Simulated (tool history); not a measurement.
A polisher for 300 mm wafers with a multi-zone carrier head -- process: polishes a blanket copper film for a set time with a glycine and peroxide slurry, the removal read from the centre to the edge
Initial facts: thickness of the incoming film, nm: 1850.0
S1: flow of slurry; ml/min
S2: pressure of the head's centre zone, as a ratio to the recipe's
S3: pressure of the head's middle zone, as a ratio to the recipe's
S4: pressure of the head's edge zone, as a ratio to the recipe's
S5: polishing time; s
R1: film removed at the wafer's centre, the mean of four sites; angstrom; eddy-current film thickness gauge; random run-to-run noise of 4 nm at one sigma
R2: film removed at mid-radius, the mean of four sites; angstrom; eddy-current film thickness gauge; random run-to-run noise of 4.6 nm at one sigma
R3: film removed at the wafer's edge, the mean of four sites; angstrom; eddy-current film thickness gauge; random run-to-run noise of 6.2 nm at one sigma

run,hour,S1,S2,S3,S4,S5,R1,R2,R3
1,0,270,1,1,1,79,5397.9,5496.8,5297.1
2,0.8,270,1,1.06,1,79,5314,5840.3,5348.6
3,2.8,265,0.98,1.06,0.99,78,5221.1,5693.7,5255.5
4,8.4,230,0.98,1.06,0.99,78,5019.3,5737.1,5162.3
5,14.7,225,0.97,1.06,0.98,77,4899.2,5580.1,5224
6,20.1,225,1.05,1.06,0.98,77,5430.4,5474.3,4975.7
7,26.3,225,1.03,1.06,0.97,76,5246.9,5505.1,5002
8,33.6,225,1.02,1.07,0.97,75,5069.3,5466.5,4869.9

What does the tool deliver on the next run?
9,40,225,1.01,1.07,0.96,74,?,?,?

R1: 4980.9 angstrom
R2: 5400.4 angstrom
R3: 4928.9 angstrom
